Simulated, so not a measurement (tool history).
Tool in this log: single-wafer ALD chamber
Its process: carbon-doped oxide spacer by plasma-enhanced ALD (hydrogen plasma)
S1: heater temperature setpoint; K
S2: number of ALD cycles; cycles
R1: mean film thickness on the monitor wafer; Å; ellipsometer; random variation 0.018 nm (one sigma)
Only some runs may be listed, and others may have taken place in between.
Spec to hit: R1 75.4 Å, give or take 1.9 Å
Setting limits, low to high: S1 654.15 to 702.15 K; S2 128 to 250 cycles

run 1 hour=0 | S1=678.15 S2=189 | R1=92.723
run 2 hour=8.6 | S1=674.15 S2=189 | R1=94.077
run 3 hour=11.9 | S1=668.15 S2=189 | R1=94.462
run 4 hour=17 | S1=668.15 S2=182 | R1=90.541
run 5 hour=25.3 | S1=668.15 S2=201 | R1=100.12
run 6 hour=29 | S1=664.15 S2=201 | R1=100.58
run 7 hour=36.1 | S1=664.15 S2=192 | R1=96.001
run 8 hour=39.1 | S1=664.15 S2=185 | R1=92.68
run 9 hour=42.5 | S1=664.15 S2=179 | R1=89.458
run 10 hour=43.8 | S1=664.15 S2=174 | R1=87.215

5 next moves are on the table. One of them brings every result within its allowed miss. Which?
run A hour=45.1 | S1=662.15 S2=213 | R1=?
run B hour=45.1 | S1=678.15 S2=197 | R1=?
run C hour=45.1 | S1=671.15 S2=179 | R1=?
run D hour=45.1 | S1=664.15 S2=152 | R1=?
run E hour=45.1 | S1=680.15 S2=197 | R1=?

move=A R1=106.39
move=B R1=96.923
move=C R1=89.408
move=D R1=75.922
move=E R1=96.386
A: further off than the last run
B: further off than the last run
C: further off than the last run
D: each result inside its tolerance
E: further off than the last run
So the answer is move D, the one that meets all the targets.

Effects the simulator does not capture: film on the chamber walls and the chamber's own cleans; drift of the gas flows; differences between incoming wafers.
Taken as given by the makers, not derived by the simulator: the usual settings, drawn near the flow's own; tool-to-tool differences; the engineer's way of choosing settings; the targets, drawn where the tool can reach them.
